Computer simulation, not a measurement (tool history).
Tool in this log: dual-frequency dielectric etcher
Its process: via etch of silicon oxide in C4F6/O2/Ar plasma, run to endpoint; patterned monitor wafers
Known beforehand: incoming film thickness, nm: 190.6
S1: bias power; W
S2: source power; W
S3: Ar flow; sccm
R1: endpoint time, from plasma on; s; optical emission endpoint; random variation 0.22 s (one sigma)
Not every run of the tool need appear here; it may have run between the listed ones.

run 1 day=0.000 | S1=338 S2=370 S3=335 | R1=51.031
run 2 day=0.292 | S1=361 S2=370 S3=334 | R1=49.445
run 3 day=0.404 | S1=361 S2=330 S3=334 | R1=51.131
run 4 day=0.617 | S1=382 S2=330 S3=333 | R1=49.212
run 5 day=0.771 | S1=353 S2=330 S3=333 | R1=52.027
run 6 day=1.088 | S1=353 S2=270 S3=333 | R1=55.645
-- day=1.112 wet clean of the chamber
run 7 day=1.112 | S1=353 S2=270 S3=333 | R1=53.735
run 8 day=1.200 | S1=353 S2=270 S3=333 | R1=53.920
run 9 day=1.529 | S1=381 S2=280 S3=331 | R1=51.543
run 10 day=1.812 | S1=399 S2=280 S3=331 | R1=49.706

Forecast run 11:
run 11 day=1.967 | S1=411 S2=280 S3=331 | R1=?

{"run 11": {"R1": 48.98}}
